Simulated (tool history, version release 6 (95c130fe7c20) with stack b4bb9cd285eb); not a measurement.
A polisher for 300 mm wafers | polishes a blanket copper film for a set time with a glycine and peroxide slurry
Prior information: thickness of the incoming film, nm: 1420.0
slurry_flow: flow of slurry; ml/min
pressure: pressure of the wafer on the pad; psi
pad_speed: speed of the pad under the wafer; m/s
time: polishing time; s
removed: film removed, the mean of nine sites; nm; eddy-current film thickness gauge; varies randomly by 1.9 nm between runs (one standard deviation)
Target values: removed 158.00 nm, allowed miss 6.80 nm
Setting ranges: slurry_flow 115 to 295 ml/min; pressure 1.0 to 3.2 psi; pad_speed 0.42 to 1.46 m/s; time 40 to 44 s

| run | hour | slurry_flow | pressure | pad_speed | time | removed |
|---|---|---|---|---|---|---|
| 1 | 0.0 | 190 | 2.1 | 0.94 | 44 | 209.34 |
| 2 | 3.6 | 190 | 2.1 | 0.72 | 44 | 175.28 |
| 3 | 6.9 | 190 | 1.9 | 0.72 | 44 | 166.01 |
| 4 | 13.3 | 190 | 2.3 | 0.72 | 44 | 182.04 |
| 5 | 17.0 | 220 | 2.3 | 0.72 | 44 | 186.67 |
| 6 | 21.8 | 260 | 2.3 | 0.72 | 44 | 184.20 |
| 7 | 28.5 | 260 | 1.9 | 0.70 | 44 | 168.61 |
| 8 | 35.7 | 260 | 1.9 | 0.70 | 44 | 166.76 |

Consider the 4 candidate settings below. Which is the only one whose results all fall within their allowed miss of target?
| A | 42.9 | 295 | 1.6 | 0.70 | 44 | ? |
| B | 42.9 | 260 | 1.8 | 0.62 | 42 | ? |
| C | 42.9 | 250 | 1.8 | 0.78 | 44 | ? |
| D | 42.9 | 245 | 2.0 | 0.64 | 40 | ? |

| move | removed |
|---|---|
| A | 155.94 |
| B | 142.91 |
| C | 174.78 |
| D | 145.12 |
A: hits every target within its allowed miss
B: takes the biggest miss from the last run beyond its target
C: misses by more than the last run did
D: takes the biggest miss from the last run beyond its target
Move A is the one to make.

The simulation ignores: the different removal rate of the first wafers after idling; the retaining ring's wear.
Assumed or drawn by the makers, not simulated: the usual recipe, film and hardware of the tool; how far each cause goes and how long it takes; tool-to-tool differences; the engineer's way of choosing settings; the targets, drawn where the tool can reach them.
